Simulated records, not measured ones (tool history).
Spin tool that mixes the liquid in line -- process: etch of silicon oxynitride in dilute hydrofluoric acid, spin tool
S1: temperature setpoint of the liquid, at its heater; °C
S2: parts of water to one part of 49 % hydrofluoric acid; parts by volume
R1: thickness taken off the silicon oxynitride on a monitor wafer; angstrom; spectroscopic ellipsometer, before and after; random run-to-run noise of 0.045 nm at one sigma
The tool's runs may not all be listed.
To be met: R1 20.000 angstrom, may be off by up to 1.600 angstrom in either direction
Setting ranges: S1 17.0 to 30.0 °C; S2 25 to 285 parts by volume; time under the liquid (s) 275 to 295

run 1 hour=0.0 | S1=22.0 S2=155 time_under_the_liquid_(s)=275 | R1=27.937
run 2 hour=8.6 | S1=21.0 S2=160 time_under_the_liquid_(s)=275 | R1=24.448
run 3 hour=14.2 | S1=20.5 S2=160 time_under_the_liquid_(s)=275 | R1=25.279
run 4 hour=22.1 | S1=22.5 S2=160 time_under_the_liquid_(s)=275 | R1=27.213
run 5 hour=22.9 | S1=20.5 S2=160 time_under_the_liquid_(s)=275 | R1=23.501
run 6 hour=28.8 | S1=20.0 S2=160 time_under_the_liquid_(s)=275 | R1=23.341
run 7 hour=33.3 | S1=19.5 S2=160 time_under_the_liquid_(s)=275 | R1=23.524
run 8 hour=35.7 | S1=19.0 S2=165 time_under_the_liquid_(s)=275 | R1=21.977

Which one of the following 5 next-run settings gets every result inside its allowed miss? There is exactly one.
run A hour=38.1 | S1=18.5 S2=200 time_under_the_liquid_(s)=275 | R1=?
run B hour=38.1 | S1=17.0 S2=150 time_under_the_liquid_(s)=295 | R1=?
run C hour=38.1 | S1=18.0 S2=170 time_under_the_liquid_(s)=280 | R1=?
run D hour=38.1 | S1=19.5 S2=220 time_under_the_liquid_(s)=275 | R1=?
run E hour=38.1 | S1=18.5 S2=160 time_under_the_liquid_(s)=295 | R1=?

move=A R1=17.428
move=B R1=23.922
move=C R1=20.771
move=D R1=16.395
move=E R1=23.969
A: moves the result that the last run missed by most past its target, out the other side
B: lands further from the targets than the last run did
C: each result inside its tolerance
D: moves the result that the last run missed by most past its target, out the other side
E: lands further from the targets than the last run did
C is the move that brings every result within its allowed miss.

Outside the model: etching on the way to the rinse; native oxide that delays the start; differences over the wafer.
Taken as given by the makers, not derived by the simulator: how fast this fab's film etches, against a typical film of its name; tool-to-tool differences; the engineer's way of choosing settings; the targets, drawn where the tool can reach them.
